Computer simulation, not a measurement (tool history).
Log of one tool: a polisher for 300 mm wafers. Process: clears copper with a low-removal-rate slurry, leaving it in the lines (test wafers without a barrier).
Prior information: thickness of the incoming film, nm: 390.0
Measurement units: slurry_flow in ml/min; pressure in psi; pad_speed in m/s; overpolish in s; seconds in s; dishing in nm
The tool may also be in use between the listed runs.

run 1 hour=0.0 | slurry_flow=305 pressure=2.6 pad_speed=1.08 slurry_solids=1.00 overpolish=10 | seconds=152.35 dishing=20.899
run 2 hour=2.1 | slurry_flow=305 pressure=2.6 pad_speed=1.08 slurry_solids=1.20 overpolish=10 | seconds=146.95 dishing=21.273
run 3 hour=5.4 | slurry_flow=305 pressure=2.6 pad_speed=1.08 slurry_solids=1.40 overpolish=10 | seconds=132.69 dishing=22.345
run 4 hour=13.4 | slurry_flow=305 pressure=2.6 pad_speed=1.08 slurry_solids=1.40 overpolish=6 | seconds=137.08 dishing=14.220
run 5 hour=21.2 | slurry_flow=305 pressure=2.6 pad_speed=1.08 slurry_solids=1.50 overpolish=6 | seconds=136.87 dishing=14.655
run 6 hour=22.5 | slurry_flow=305 pressure=2.6 pad_speed=1.08 slurry_solids=1.35 overpolish=6 | seconds=135.80 dishing=13.568
run 7 hour=29.4 | slurry_flow=305 pressure=2.4 pad_speed=1.06 slurry_solids=1.35 overpolish=7 | seconds=153.79 dishing=14.661
run 8 hour=36.9 | slurry_flow=305 pressure=2.2 pad_speed=1.04 slurry_solids=1.35 overpolish=8 | seconds=171.15 dishing=15.164
run 9 hour=37.5 | slurry_flow=305 pressure=2.0 pad_speed=1.04 slurry_solids=1.35 overpolish=9 | seconds=182.65 dishing=15.382
run 10 hour=42.0 | slurry_flow=305 pressure=1.9 pad_speed=1.02 slurry_solids=1.35 overpolish=10 | seconds=199.72 dishing=15.856
run 11 hour=48.5 | slurry_flow=305 pressure=1.8 pad_speed=1.02 slurry_solids=1.35 overpolish=11 | seconds=206.56 dishing=16.106
run 12 hour=56.3 | slurry_flow=305 pressure=1.7 pad_speed=1.02 slurry_solids=1.35 overpolish=12 | seconds=217.50 dishing=16.595

Run 13 is up next; what results do you expect?
run 13 hour=63.7 | slurry_flow=305 pressure=1.6 pad_speed=1.02 slurry_solids=1.35 overpolish=13 | seconds=? dishing=?

{"run 13": {"seconds": 234.61, "dishing": 17.176}}
